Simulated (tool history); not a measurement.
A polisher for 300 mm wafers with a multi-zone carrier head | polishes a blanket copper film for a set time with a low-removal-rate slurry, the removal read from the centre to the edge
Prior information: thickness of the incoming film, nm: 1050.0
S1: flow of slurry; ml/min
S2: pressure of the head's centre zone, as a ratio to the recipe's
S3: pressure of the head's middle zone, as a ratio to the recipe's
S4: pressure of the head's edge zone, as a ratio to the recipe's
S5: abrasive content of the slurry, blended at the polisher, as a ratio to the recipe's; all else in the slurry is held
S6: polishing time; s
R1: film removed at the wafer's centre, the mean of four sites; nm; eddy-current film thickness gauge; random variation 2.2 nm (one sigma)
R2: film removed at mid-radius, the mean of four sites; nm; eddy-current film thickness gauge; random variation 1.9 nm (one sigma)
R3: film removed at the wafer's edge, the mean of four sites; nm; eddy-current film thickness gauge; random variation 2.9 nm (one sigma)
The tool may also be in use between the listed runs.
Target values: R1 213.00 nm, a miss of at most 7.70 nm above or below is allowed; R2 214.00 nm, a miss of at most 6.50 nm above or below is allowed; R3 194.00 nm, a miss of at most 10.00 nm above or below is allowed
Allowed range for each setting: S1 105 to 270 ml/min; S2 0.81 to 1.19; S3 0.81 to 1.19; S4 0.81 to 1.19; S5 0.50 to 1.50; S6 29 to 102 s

| run | hour | S1 | S2 | S3 | S4 | S5 | S6 | R1 | R2 | R3 |
|---|---|---|---|---|---|---|---|---|---|---|
| 1 | 0.0 | 175 | 1.00 | 1.00 | 1.00 | 1.00 | 65 | 264.27 | 264.39 | 258.32 |
| 2 | 8.8 | 175 | 1.00 | 1.00 | 0.98 | 0.95 | 64 | 258.23 | 252.87 | 262.86 |
| 3 | 16.2 | 175 | 1.01 | 1.01 | 0.99 | 0.95 | 62 | 258.03 | 248.40 | 249.28 |
| 4 | 23.4 | 150 | 1.01 | 1.01 | 0.99 | 0.95 | 62 | 244.28 | 244.11 | 241.07 |
| 5 | 25.7 | 150 | 1.01 | 1.06 | 0.99 | 0.95 | 62 | 242.09 | 257.55 | 244.28 |
| 6 | 29.7 | 130 | 1.01 | 1.06 | 0.99 | 0.95 | 62 | 244.46 | 249.78 | 236.98 |
| 7 | 38.0 | 125 | 1.02 | 1.07 | 0.98 | 0.90 | 61 | 235.47 | 240.90 | 234.06 |
| 8 | 42.3 | 125 | 1.03 | 1.08 | 0.97 | 0.90 | 60 | 233.69 | 242.11 | 225.11 |
| 9 | 49.0 | 125 | 1.03 | 1.08 | 0.96 | 0.90 | 59 | 235.13 | 238.83 | 223.47 |
| 10 | 55.3 | 125 | 1.03 | 1.08 | 0.95 | 0.90 | 58 | 225.90 | 230.48 | 213.43 |
| 11 | 60.4 | 125 | 1.03 | 1.08 | 0.94 | 0.90 | 58 | 224.96 | 232.79 | 211.20 |

5 next moves are on the table. One of them brings every result within its allowed miss. Which?
| A | 65.5 | 190 | 1.05 | 1.10 | 1.02 | 0.85 | 50 | ? | ? | ? |
| B | 65.5 | 125 | 0.95 | 1.19 | 0.81 | 0.80 | 60 | ? | ? | ? |
| C | 65.5 | 150 | 1.11 | 1.16 | 0.87 | 0.90 | 49 | ? | ? | ? |
| D | 65.5 | 120 | 1.09 | 1.02 | 0.83 | 1.10 | 56 | ? | ? | ? |
| E | 65.5 | 145 | 0.99 | 1.06 | 1.01 | 0.85 | 50 | ? | ? | ? |

| move | R1 | R2 | R3 |
|---|---|---|---|
| A | 212.87 | 211.89 | 193.58 |
| B | 213.17 | 251.78 | 198.64 |
| C | 216.13 | 212.90 | 175.40 |
| D | 245.30 | 223.68 | 202.17 |
| E | 192.59 | 198.61 | 187.84 |
A: each result inside its tolerance
B: misses by more than the last run did
C: puts the biggest miss on target and leaves a different result outside tolerance
D: misses by more than the last run did
E: moves the result that the last run missed by most past its target, out the other side
Correct choice: A, which meets every target
